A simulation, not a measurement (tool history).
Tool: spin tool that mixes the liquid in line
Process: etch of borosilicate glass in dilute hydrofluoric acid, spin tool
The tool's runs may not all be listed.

run,hour,temperature setpoint of the liquid (C),parts of water to one part of 49 % hydrofluoric acid (parts by volume),time under the liquid (s),thickness taken off the borosilicate glass on a monitor wafer (Å)
1,0,21,115,65,80.031
2,1.2,20.5,115,65,77.594
3,9.8,19.5,115,65,74.565
4,10.8,19.5,115,70,82.074
5,17,19,115,70,79.989
6,25.6,18.5,115,70,77.189

Forecast run 7:
7,28.9,18.5,115,70,?

Run 7 gave thickness taken off the borosilicate glass on a monitor wafer (Å) 77.854.
